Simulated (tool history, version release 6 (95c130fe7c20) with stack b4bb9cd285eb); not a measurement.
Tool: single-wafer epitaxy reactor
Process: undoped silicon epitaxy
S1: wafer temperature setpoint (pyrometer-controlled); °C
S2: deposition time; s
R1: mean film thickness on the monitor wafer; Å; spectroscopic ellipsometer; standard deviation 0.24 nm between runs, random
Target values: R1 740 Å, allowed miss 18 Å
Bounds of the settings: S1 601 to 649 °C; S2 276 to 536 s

run	day	S1	S2	R1
1	0	625	406	389.55
2	0.054	628	410	429.35
3	0.083	628	444	460.54
4	0.225	630	444	486.75
5	0.346	632	444	513.5
6	0.429	632	473	547.74
7	0.662	633	473	557.33
8	0.896	634	473	576.55
9	1.054	635	473	587.36
10	1.308	636	473	609.64
11	1.533	637	473	621.45
12	1.567	638	473	636.28
13	1.833	639	473	654.67
14	1.925	640	473	669.82
15	2.129	642	473	702.77

Which single option among these 5 for the next run brings every result within its allowed miss of target? Just one does.
A	2.333	643	462	?
B	2.333	642	464	?
C	2.333	640	485	?
D	2.333	639	477	?
E	2.333	639	536	?

move	R1
A	706.57
B	692.03
C	687.79
D	659.55
E	741.13
A: closes in on the targets versus the last run, not all within tolerance yet
B: the biggest miss grows against the last run
C: the biggest miss grows against the last run
D: the biggest miss grows against the last run
E: each result inside its tolerance
E meets every target.
